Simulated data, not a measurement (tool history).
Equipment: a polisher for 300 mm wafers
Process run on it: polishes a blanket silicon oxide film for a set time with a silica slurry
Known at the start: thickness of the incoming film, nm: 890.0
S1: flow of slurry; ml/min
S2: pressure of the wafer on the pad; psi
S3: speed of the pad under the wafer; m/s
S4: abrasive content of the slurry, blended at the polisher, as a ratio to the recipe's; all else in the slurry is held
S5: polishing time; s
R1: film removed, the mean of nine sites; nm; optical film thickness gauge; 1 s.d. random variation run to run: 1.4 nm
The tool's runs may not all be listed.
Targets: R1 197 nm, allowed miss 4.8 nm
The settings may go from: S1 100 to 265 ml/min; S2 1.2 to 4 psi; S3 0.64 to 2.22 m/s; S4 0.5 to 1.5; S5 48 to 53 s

| run | hour | S1 | S2 | S3 | S4 | S5 | R1 |
|---|---|---|---|---|---|---|---|
| 1 | 0 | 170 | 2.6 | 1.42 | 1 | 53 | 114.66 |
| 2 | 3 | 175 | 2.8 | 1.42 | 1 | 53 | 122.98 |
| 3 | 5 | 180 | 3 | 1.42 | 1 | 53 | 133.49 |
| 4 | 9.1 | 155 | 3 | 1.42 | 1 | 53 | 130.82 |
| 5 | 10.7 | 155 | 3 | 1.42 | 1 | 48 | 117.54 |
| 6 | 12 | 165 | 3.1 | 1.44 | 1 | 48 | 123.94 |
| 7 | 19.3 | 170 | 3.2 | 1.46 | 1 | 48 | 131.07 |
| 8 | 26.9 | 175 | 3.3 | 1.48 | 1 | 48 | 136.29 |
| 9 | 33 | 180 | 3.4 | 1.52 | 1 | 48 | 143.76 |
| 10 | 37.3 | 185 | 3.5 | 1.54 | 1 | 48 | 149.33 |
| 11 | 46.1 | 185 | 3.6 | 1.58 | 1 | 48 | 157.9 |

Which one of the following 5 next-run settings gets every result inside its allowed miss? There is exactly one.
| A | 54.9 | 190 | 3.4 | 1.94 | 1.15 | 51 | ? |
| B | 54.9 | 175 | 3.9 | 1.76 | 1.15 | 52 | ? |
| C | 54.9 | 185 | 4 | 1.52 | 1.1 | 52 | ? |
| D | 54.9 | 230 | 3.5 | 1.82 | 1.1 | 49 | ? |
| E | 54.9 | 165 | 4 | 1.84 | 0.85 | 49 | ? |

| move | R1 |
|---|---|
| A | 197.07 |
| B | 210.49 |
| C | 190.05 |
| D | 185.96 |
| E | 186.17 |
A: every result within its allowed miss
B: takes the biggest miss from the last run beyond its target
C: closer than the last run, but not yet in spec
D: closer than the last run, but not yet in spec
E: closer than the last run, but not yet in spec
Correct choice: A, which meets every target

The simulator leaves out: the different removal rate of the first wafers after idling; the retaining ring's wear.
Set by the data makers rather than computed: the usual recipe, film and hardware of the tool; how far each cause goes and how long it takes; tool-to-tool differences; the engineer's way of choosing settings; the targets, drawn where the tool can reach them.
